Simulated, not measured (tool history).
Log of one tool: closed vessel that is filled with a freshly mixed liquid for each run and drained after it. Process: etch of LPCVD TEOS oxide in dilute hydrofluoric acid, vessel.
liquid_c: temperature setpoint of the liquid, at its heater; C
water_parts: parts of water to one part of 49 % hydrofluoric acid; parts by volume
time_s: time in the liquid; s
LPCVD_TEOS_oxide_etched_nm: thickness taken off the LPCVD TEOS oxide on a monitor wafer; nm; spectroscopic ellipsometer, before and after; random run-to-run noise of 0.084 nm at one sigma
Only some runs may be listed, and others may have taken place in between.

| run | hour | liquid_c | water_parts | time_s | LPCVD_TEOS_oxide_etched_nm |
|---|---|---|---|---|---|
| 1 | 0 | 21 | 110 | 125 | 16.245 |
| 2 | 1.7 | 19.5 | 110 | 125 | 15.241 |
| 3 | 6.2 | 19.5 | 110 | 125 | 15.233 |
| 4 | 14.1 | 19.5 | 95 | 125 | 18.026 |
| 5 | 20 | 17 | 95 | 125 | 16.372 |
| 6 | 26.9 | 17 | 95 | 125 | 16.27 |
| 7 | 30.6 | 17 | 100 | 125 | 15.26 |
| 8 | 38.1 | 17 | 105 | 125 | 14.647 |
| 9 | 44.8 | 17 | 110 | 125 | 13.657 |

Run 10 has not been measured yet. What should we expect?
| 10 | 47.6 | 17 | 115 | 125 | ? |

Run 10 yielded LPCVD_TEOS_oxide_etched_nm 13.194 nm.

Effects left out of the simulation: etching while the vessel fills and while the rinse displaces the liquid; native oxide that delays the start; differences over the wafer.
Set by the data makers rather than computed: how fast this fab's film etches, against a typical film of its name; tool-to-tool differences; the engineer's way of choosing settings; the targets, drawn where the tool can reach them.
